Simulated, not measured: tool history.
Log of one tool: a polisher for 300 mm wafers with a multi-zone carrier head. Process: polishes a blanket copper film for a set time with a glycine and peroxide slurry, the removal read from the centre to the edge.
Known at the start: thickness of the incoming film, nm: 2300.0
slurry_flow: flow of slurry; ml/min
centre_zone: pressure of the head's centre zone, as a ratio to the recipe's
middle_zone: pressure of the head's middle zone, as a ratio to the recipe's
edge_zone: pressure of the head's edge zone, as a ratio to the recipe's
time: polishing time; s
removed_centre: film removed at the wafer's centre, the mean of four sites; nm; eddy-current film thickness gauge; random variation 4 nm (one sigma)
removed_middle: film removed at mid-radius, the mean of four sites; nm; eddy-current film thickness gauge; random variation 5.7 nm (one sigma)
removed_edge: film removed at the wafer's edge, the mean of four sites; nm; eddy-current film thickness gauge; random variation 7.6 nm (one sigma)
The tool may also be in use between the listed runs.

run	hour	slurry_flow	centre_zone	middle_zone	edge_zone	time	removed_centre	removed_middle	removed_edge
1	0.0	265	1.00	1.00	1.00	71	440.44	432.66	424.08
2	6.7	270	1.01	1.02	1.02	72	447.40	450.71	435.53
3	12.7	270	1.06	1.02	1.02	72	465.41	447.43	428.18
4	14.8	270	1.06	1.06	1.02	72	473.52	469.91	442.67
5	19.0	275	1.07	1.07	1.04	73	477.27	478.25	447.77
6	26.1	275	1.12	1.07	1.04	73	498.44	472.05	442.74

Forecast run 7:
7	32.2	280	1.12	1.08	1.06	74	?	?	?

Run 7 gave removed_centre 512.68 nm, removed_middle 481.75 nm, removed_edge 460.19 nm.
